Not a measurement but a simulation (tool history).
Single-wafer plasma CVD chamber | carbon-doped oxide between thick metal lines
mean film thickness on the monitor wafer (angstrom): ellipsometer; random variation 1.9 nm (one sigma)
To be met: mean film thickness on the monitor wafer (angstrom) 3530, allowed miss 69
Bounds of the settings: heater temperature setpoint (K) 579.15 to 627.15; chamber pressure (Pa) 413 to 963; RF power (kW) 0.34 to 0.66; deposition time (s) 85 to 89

run	hour	heater temperature setpoint (K)	chamber pressure (Pa)	RF power (kW)	deposition time (s)	mean film thickness on the monitor wafer (angstrom)
1	0	603.15	688	0.5	89	4121.3
2	5.8	606.15	632	0.48	89	3962.5
3	12.2	606.15	632	0.48	89	3977.5
4	19.7	602.15	632	0.48	89	3998
5	27.8	602.15	711	0.48	89	4079.7
6	35.7	602.15	655	0.48	89	4017.4
# hour 43: RF generator calibrated
7	43	604.15	603	0.46	89	3956.5
8	51.3	607.15	593	0.43	88	3737.4

5 next moves are on the table. One of them brings every result within its allowed miss. Which?
A	59.6	606.15	588	0.385	85	?
B	59.6	598.15	576	0.425	86	?
C	59.6	598.15	581	0.41	85	?
D	59.6	605.15	572	0.39	85	?
E	59.6	599.15	759	0.36	85	?

move	mean film thickness on the monitor wafer (angstrom)
A	3374.7
B	3714.1
C	3590.1
D	3401.6
E	3390.7
A: takes the result that was furthest off past its target
B: nearer than the last run, and not there yet
C: meets every target
D: takes the result that was furthest off past its target
E: takes the result that was furthest off past its target
The right move is C.
